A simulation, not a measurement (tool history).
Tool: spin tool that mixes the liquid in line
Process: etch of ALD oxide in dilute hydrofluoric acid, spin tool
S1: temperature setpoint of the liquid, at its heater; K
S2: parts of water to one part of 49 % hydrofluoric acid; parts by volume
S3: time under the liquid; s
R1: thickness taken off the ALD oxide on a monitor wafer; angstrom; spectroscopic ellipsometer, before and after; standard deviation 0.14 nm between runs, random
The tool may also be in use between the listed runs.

| run | hour | S1 | S2 | S3 | R1 |
|---|---|---|---|---|---|
| 1 | 0.0 | 296.15 | 270 | 210 | 200.74 |
| 2 | 2.2 | 299.15 | 270 | 210 | 222.76 |
| 3 | 10.4 | 296.65 | 275 | 210 | 197.05 |
| 4 | 13.0 | 293.65 | 275 | 210 | 179.95 |
| 5 | 13.9 | 295.65 | 275 | 210 | 190.56 |
| 6 | 14.8 | 295.65 | 275 | 210 | 191.71 |

Run 7 comes next. What will it give?
| 7 | 18.7 | 294.15 | 275 | 210 | ? |

R1: 181.11 angstrom
